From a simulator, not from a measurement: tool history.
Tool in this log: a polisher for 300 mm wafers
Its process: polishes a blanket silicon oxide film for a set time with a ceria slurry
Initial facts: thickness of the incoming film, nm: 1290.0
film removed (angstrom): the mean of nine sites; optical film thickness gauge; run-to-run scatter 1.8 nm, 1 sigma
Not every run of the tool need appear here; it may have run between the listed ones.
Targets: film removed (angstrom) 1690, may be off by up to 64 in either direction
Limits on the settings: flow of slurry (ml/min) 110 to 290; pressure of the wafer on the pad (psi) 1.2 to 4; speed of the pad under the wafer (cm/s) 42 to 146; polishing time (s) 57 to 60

run,hour,flow of slurry (ml/min),pressure of the wafer on the pad (psi),speed of the pad under the wafer (cm/s),polishing time (s),film removed (angstrom)
1,0,185,2.6,94,57,2120.8
2,3.5,185,2.5,94,57,2024.5
3,6.5,185,2.4,94,57,1984.2
4,13.1,185,2.4,108,57,2262.7
5,18.1,225,2.4,108,57,2312.7
6,26.3,225,2.2,108,57,2102
7,34.4,225,2.1,108,57,2047.2
8,37.7,215,1.5,106,57,1544.1
9,44.1,215,1.6,106,57,1581.3

Consider the 5 candidate settings below. Which is the only one whose results all fall within their allowed miss of target?
A,50.5,205,1.9,104,60,?
B,50.5,205,1.7,106,58,?
C,50.5,225,1.6,102,57,?
D,50.5,200,1.6,120,60,?
E,50.5,200,2.1,98,57,?

move,film removed (angstrom)
A,1886.2
B,1696
C,1548.1
D,1879.2
E,1831.8
A: carries the result that was furthest off beyond its target, to the other side
B: meets every target
C: misses by more than the last run did
D: carries the result that was furthest off beyond its target, to the other side
E: carries the result that was furthest off beyond its target, to the other side
Go with B: it meets all targets.
